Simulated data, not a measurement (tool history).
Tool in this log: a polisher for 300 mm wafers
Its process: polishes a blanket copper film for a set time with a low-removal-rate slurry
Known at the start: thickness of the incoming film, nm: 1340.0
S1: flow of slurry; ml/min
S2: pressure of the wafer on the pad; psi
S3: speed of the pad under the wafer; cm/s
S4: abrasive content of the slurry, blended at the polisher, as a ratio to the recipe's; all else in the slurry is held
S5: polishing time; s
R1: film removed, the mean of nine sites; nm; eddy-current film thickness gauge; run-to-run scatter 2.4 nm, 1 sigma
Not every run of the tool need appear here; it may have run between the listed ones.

Run 1, hour 0: S1 295 ml/min, S2 3.3 psi, S3 84 cm/s, S4 1, S5 88 s. Result: R1 283.15 nm.
Run 2, hour 1.5: S1 295 ml/min, S2 3.3 psi, S3 84 cm/s, S4 0.9, S5 88 s. Result: R1 277.81 nm.
Run 3, hour 6.5: S1 295 ml/min, S2 2.5 psi, S3 84 cm/s, S4 0.9, S5 88 s. Result: R1 212.97 nm.
Run 4, hour 14.4: S1 295 ml/min, S2 2.5 psi, S3 62 cm/s, S4 0.9, S5 88 s. Result: R1 158.24 nm.
Run 5, hour 16.8: S1 300 ml/min, S2 3 psi, S3 62 cm/s, S4 0.9, S5 88 s. Result: R1 188.8 nm.
Run 6, hour 20.2: S1 375 ml/min, S2 3 psi, S3 62 cm/s, S4 0.9, S5 88 s. Result: R1 195.34 nm.

Estimate the outcome of run 7 from the log above:
Run 7, hour 23.8: S1 380 ml/min, S2 3.4 psi, S3 62 cm/s, S4 0.9, S5 88 s. Result: R1 ?.

Run 7 came out at R1 217.59 nm.
